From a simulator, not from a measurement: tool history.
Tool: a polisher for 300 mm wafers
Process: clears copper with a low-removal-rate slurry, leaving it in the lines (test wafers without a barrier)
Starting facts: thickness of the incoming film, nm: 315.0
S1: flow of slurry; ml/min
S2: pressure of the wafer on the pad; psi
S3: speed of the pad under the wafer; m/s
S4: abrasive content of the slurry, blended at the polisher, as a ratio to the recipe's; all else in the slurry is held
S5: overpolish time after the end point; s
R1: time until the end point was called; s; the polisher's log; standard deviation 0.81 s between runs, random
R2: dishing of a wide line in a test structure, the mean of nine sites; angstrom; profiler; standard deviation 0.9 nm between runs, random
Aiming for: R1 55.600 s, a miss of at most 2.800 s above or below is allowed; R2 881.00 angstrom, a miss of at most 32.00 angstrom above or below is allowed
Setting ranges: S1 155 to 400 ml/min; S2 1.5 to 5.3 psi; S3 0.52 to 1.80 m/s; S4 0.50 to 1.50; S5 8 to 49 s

run  hour   S1   S2    S3    S4  S5      R1      R2
  1   0.0  255  3.4  1.16  1.00  25  85.969  561.74
  2   2.9  255  3.6  1.16  1.00  26  84.621  596.31
  3   8.1  255  4.4  1.16  1.00  26  70.081  673.37
  4  13.9  255  4.5  1.16  1.00  27  70.669  694.25
  5  16.3  255  4.6  1.18  1.00  27  65.774  711.37
  6  24.7  255  4.7  1.18  1.00  28  64.542  723.66
  7  28.5  255  4.8  1.18  1.00  29  62.498  762.73
  8  32.3  255  4.9  1.18  1.00  29  62.878  761.58
  9  38.2  255  5.0  1.18  1.00  29  63.493  791.26
 10  42.7  255  5.0  1.20  1.00  29  61.214  777.91
 11  49.3  260  5.3  1.20  1.00  31  59.997  822.51
 12  56.1  260  5.3  1.22  1.00  31  57.970  828.27
 13  57.0  260  5.3  1.22  1.00  31  56.470  846.37

Pick the move, out of 4, that brings all results within their allowed miss; only one does.
  A  57.9  235  5.3  1.38  0.90  27   ?   ?
  B  57.9  280  5.3  1.12  1.05  30   ?   ?
  C  57.9  300  5.3  1.34  0.90  27   ?   ?
  D  57.9  270  5.2  1.30  0.90  34   ?   ?

move      R1      R2
   A  52.495  793.92
   B  60.262  781.28
   C  52.634  792.90
   D  55.690  856.34
A: moves away from the targets compared with the last run
B: moves away from the targets compared with the last run
C: moves away from the targets compared with the last run
D: all results in spec
Answer: D
